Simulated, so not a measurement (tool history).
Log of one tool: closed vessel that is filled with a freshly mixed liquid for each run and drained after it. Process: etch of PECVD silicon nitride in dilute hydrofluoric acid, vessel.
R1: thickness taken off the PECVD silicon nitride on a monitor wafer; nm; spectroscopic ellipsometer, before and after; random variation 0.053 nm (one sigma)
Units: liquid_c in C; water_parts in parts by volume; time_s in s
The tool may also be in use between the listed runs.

run 1 day=0 | liquid_c=22 water_parts=200 time_s=750 | R1=8.7002
run 2 day=0.167 | liquid_c=25.5 water_parts=200 time_s=750 | R1=10.82
run 3 day=0.4 | liquid_c=26 water_parts=200 time_s=750 | R1=11.283
run 4 day=0.625 | liquid_c=26 water_parts=200 time_s=750 | R1=11.18
run 5 day=0.833 | liquid_c=26 water_parts=200 time_s=545 | R1=8.2358
run 6 day=1.108 | liquid_c=27 water_parts=190 time_s=545 | R1=9.0934
run 7 day=1.238 | liquid_c=27 water_parts=190 time_s=545 | R1=9.0249
run 8 day=1.554 | liquid_c=27.5 water_parts=170 time_s=550 | R1=10.697

Run 9 comes next. What will it give?
run 9 day=1.879 | liquid_c=28 water_parts=170 time_s=550 | R1=?

R1: 10.987 nm
